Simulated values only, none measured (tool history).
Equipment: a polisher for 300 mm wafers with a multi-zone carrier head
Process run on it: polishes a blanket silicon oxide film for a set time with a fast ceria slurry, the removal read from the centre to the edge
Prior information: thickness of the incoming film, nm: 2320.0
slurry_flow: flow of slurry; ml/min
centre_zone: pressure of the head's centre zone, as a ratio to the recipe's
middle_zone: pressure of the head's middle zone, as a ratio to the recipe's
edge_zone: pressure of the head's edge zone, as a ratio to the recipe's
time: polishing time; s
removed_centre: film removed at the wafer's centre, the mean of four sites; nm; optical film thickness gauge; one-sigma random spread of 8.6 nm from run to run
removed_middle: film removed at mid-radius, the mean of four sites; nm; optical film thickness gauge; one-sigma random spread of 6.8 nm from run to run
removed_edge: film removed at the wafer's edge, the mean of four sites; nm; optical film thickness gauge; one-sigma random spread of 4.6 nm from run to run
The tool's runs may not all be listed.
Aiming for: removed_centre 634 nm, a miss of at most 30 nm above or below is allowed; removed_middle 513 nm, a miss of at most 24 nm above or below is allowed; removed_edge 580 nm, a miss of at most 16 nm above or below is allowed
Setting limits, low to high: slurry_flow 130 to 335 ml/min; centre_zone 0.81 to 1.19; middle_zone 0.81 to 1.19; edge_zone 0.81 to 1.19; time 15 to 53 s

run	day	slurry_flow	centre_zone	middle_zone	edge_zone	time	removed_centre	removed_middle	removed_edge
1	0	215	1	1	1	34	456.13	449.85	458.56
2	0.329	220	1.03	0.99	1.02	35	486.43	456.63	474.04
3	0.583	220	1.03	0.99	1.02	38	536.3	499.76	515.17
4	0.904	225	1.04	0.98	1.04	38	525.27	488.15	519.37
5	1.221	225	1.04	0.98	1.04	34	487.89	433.32	471.89
6	1.483	225	1.04	1.03	1.04	34	461.05	464.7	468.17
7	1.85	230	1.06	1.02	1.05	35	510.38	476.12	485.29
8	1.908	235	1.07	1.02	1.07	36	522.81	485.83	491.1
9	1.946	235	1.07	1.01	1.08	37	523.67	495.67	513.24
10	2.088	240	1.08	1	1.09	38	561.07	510.46	527.32
11	2.379	240	1.08	0.99	1.1	38	548.13	509.88	530.55
12	2.696	240	1.09	0.98	1.11	38	555.61	510.38	533.11
# day 2.842: slurry nozzle cleaned
13	2.842	245	1.1	0.96	1.12	38	563.9	513.18	533.05
14	3.008	245	1.1	0.96	1.12	38	575.56	496.45	546.51
15	3.054	250	1.11	0.96	1.13	38	575.11	512.74	541.79
16	3.35	255	1.12	0.94	1.14	38	589.68	499.26	550.3
17	3.462	260	1.12	0.94	1.15	38	587.41	504.01	548.06
18	3.771	260	1.12	0.93	1.16	38	610.84	483.37	561.86
19	4.058	265	1.12	0.93	1.16	38	598.73	486.53	552.9

Of the 4 settings listed for the next run, only one would bring every result within its allowed miss of target. Which one?
A	4.346	235	1	0.94	1.19	40	?	?	?
B	4.346	215	0.94	0.97	1.19	40	?	?	?
C	4.346	285	1.11	0.91	1.13	40	?	?	?
D	4.346	250	1.05	0.84	1.19	43	?	?	?

move	removed_centre	removed_middle	removed_edge
A	559.65	522.6	574.98
B	523.57	531.86	570.87
C	628.67	517.72	573.91
D	633.08	514.82	621.75
A: corrects the largest miss of the last run, while another result sits out of spec
B: corrects the largest miss of the last run, while another result sits out of spec
C: all results land within tolerance of their targets
D: moves the result that the last run missed by most past its target, out the other side
Answer: C

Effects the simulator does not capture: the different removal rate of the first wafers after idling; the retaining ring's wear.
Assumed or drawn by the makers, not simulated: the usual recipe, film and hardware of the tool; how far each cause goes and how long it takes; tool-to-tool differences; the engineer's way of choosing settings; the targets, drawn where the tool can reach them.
